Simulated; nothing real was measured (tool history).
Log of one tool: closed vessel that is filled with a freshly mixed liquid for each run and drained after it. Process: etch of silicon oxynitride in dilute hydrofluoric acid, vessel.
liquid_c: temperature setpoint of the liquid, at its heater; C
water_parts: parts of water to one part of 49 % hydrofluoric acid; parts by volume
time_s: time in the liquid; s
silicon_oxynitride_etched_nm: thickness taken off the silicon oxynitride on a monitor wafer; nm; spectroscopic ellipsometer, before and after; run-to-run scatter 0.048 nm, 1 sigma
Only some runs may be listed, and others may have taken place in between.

run  hour  liquid_c  water_parts  time_s  silicon_oxynitride_etched_nm
  1   0.0      21.0          160     635                        4.7314
  2   4.6      21.0          160     635                        4.8001
  3  11.1      21.0          125     635                        6.2515
  4  14.8      22.5          125     635                        6.7044
  5  20.3      22.5          125     635                        6.6722
  6  23.8      23.5          125     635                        7.0670

Run 7, settings as shown, results not yet in. Your forecast:
  7  29.9      24.0          125     635                             ?

silicon_oxynitride_etched_nm: 7.1746 nm
